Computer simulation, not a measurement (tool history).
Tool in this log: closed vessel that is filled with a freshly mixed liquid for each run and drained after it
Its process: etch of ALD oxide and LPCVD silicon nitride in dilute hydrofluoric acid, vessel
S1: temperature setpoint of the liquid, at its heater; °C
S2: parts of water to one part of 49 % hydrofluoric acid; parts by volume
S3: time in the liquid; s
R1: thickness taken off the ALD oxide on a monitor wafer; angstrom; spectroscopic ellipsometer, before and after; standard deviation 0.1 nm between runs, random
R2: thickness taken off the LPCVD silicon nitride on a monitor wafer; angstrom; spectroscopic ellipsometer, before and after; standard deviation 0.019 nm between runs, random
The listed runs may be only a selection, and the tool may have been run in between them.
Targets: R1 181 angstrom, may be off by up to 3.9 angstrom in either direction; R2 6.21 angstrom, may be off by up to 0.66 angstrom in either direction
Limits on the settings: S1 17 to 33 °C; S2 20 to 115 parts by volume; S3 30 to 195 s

Run 1, hour 0: S1 25 °C, S2 65 parts by volume, S3 100 s. Result: R1 210.82 angstrom, R2 8.3207 angstrom.
Run 2, hour 4.9: S1 24 °C, S2 65 parts by volume, S3 100 s. Result: R1 203.85 angstrom, R2 7.4046 angstrom.
Run 3, hour 13.2: S1 24 °C, S2 65 parts by volume, S3 145 s. Result: R1 296.16 angstrom, R2 10.872 angstrom.
Run 4, hour 15.7: S1 26.5 °C, S2 65 parts by volume, S3 145 s. Result: R1 327.65 angstrom, R2 13.639 angstrom.
Run 5, hour 23.3: S1 29.5 °C, S2 65 parts by volume, S3 145 s. Result: R1 367.05 angstrom, R2 15.491 angstrom.
Run 6, hour 29.3: S1 29.5 °C, S2 65 parts by volume, S3 185 s. Result: R1 471.11 angstrom, R2 19.333 angstrom.
Run 7, hour 33.4: S1 27 °C, S2 75 parts by volume, S3 185 s. Result: R1 367.68 angstrom, R2 14.603 angstrom.
Run 8, hour 34.8: S1 23 °C, S2 100 parts by volume, S3 185 s. Result: R1 226.34 angstrom, R2 8.4613 angstrom.
Run 9, hour 41.8: S1 22 °C, S2 100 parts by volume, S3 185 s. Result: R1 215.03 angstrom, R2 7.7823 angstrom.
Run 10, hour 49.6: S1 21.5 °C, S2 100 parts by volume, S3 185 s. Result: R1 212.05 angstrom, R2 7.831 angstrom.
Run 11, hour 53.3: S1 20.5 °C, S2 100 parts by volume, S3 185 s. Result: R1 204.2 angstrom, R2 7.0776 angstrom.
Run 12, hour 58.3: S1 20 °C, S2 100 parts by volume, S3 185 s. Result: R1 199.06 angstrom, R2 6.9936 angstrom.
Run 13, hour 63.6: S1 19.5 °C, S2 100 parts by volume, S3 185 s. Result: R1 197.01 angstrom, R2 6.773 angstrom.
Run 14, hour 67.8: S1 19 °C, S2 100 parts by volume, S3 185 s. Result: R1 190.78 angstrom, R2 6.5986 angstrom.
Run 15, hour 75.9: S1 18.5 °C, S2 100 parts by volume, S3 185 s. Result: R1 190.41 angstrom, R2 6.5785 angstrom.

Exercise: of the 4 proposed moves below, exactly one satisfies all targets within the stated allowed misses. Which move is it?
Run A, hour 84: S1 26.5 °C, S2 110 parts by volume, S3 145 s. Result: R1 ?, R2 ?.
Run B, hour 84: S1 20.5 °C, S2 115 parts by volume, S3 180 s. Result: R1 ?, R2 ?.
Run C, hour 84: S1 19 °C, S2 100 parts by volume, S3 175 s. Result: R1 ?, R2 ?.
Run D, hour 84: S1 20 °C, S2 100 parts by volume, S3 160 s. Result: R1 ?, R2 ?.

move      R1      R2
   A  182.56  7.5733
   B  170.07  6.0621
   C  181.78  6.0992
   D   173.2  5.9709
A: gets the furthest-off result to its target, but another result is out of tolerance
B: pushes the last run's worst result past its target
C: in spec on every target
D: pushes the last run's worst result past its target
C meets every target.
